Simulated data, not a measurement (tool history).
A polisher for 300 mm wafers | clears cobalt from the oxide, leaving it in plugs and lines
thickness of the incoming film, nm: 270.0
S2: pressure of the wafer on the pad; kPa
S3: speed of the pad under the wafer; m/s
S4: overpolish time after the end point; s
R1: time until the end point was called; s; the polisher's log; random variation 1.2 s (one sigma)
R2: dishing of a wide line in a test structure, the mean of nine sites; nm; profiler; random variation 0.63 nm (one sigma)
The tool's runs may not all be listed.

run 1 hour=0.0 | flow_of_slurry_(ml/min)=305 S2=15.9 S3=0.92 S4=13 | R1=53.042 R2=34.240
run 2 hour=3.6 | flow_of_slurry_(ml/min)=305 S2=15.9 S3=0.92 S4=16 | R1=52.801 R2=36.496
run 3 hour=9.3 | flow_of_slurry_(ml/min)=305 S2=15.9 S3=0.72 S4=16 | R1=66.360 R2=33.824
run 4 hour=16.2 | flow_of_slurry_(ml/min)=305 S2=15.9 S3=0.54 S4=16 | R1=90.106 R2=31.307
run 5 hour=24.0 | flow_of_slurry_(ml/min)=305 S2=15.9 S3=0.54 S4=12 | R1=88.875 R2=26.101
run 6 hour=25.0 | flow_of_slurry_(ml/min)=305 S2=13.8 S3=0.54 S4=12 | R1=99.223 R2=24.339
-- hour=32.9 head pressure recalibrated
run 7 hour=32.9 | flow_of_slurry_(ml/min)=305 S2=14.5 S3=0.54 S4=13 | R1=106.930 R2=25.788

Forecast run 8:
run 8 hour=33.6 | flow_of_slurry_(ml/min)=305 S2=14.5 S3=0.54 S4=14 | R1=? R2=?

R1: 108.660 s
R2: 26.437 nm

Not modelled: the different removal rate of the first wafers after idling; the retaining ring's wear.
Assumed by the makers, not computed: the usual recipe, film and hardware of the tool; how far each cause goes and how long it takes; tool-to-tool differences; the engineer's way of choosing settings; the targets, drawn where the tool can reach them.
